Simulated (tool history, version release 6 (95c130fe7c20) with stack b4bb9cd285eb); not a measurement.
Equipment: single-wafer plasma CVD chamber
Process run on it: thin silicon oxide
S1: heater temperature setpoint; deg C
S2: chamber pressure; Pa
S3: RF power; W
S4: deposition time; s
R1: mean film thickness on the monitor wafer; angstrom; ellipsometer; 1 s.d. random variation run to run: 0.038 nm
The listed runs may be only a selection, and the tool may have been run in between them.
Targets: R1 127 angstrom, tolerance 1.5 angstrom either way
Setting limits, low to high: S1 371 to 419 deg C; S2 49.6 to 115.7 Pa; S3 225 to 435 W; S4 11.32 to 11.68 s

run	hour	S1	S2	S3	S4	R1
1	0	395	82.7	330	11.32	172.56
2	7	389	82.7	330	11.32	173.22
3	15	389	78.4	330	11.32	166.52
4	18.4	389	69.3	330	11.32	151.31
5	24.3	389	69.3	315	11.32	148.74
6	32.1	394	69.3	315	11.32	148.34
7	39.5	394	66.7	315	11.32	143.21
8	46.5	395	64.8	315	11.32	141.16
9	54.9	395	62.9	315	11.32	137.5
10	60.8	396	61.7	315	11.32	135.78
11	68.1	396	60.7	315	11.32	133.94
12	72.2	397	59.9	315	11.32	132.74
13	72.7	397	59.2	315	11.32	131.78

Which of these 5 next moves meets every target?
A	73.2	387	54.8	300	11.68	?
B	73.2	410	54.9	375	11.68	?
C	73.2	398	60.3	310	11.32	?
D	73.2	389	53.6	370	11.32	?
E	73.2	401	63.7	310	11.32	?

move	R1
A	126.05
B	136.77
C	131.86
D	131.08
E	137.17
A: meets every target
B: lands further from the targets than the last run did
C: about as far from the targets as the last run
D: better than the last run, though not everything is in spec
E: lands further from the targets than the last run did
So the answer is move A, the one that meets all the targets.
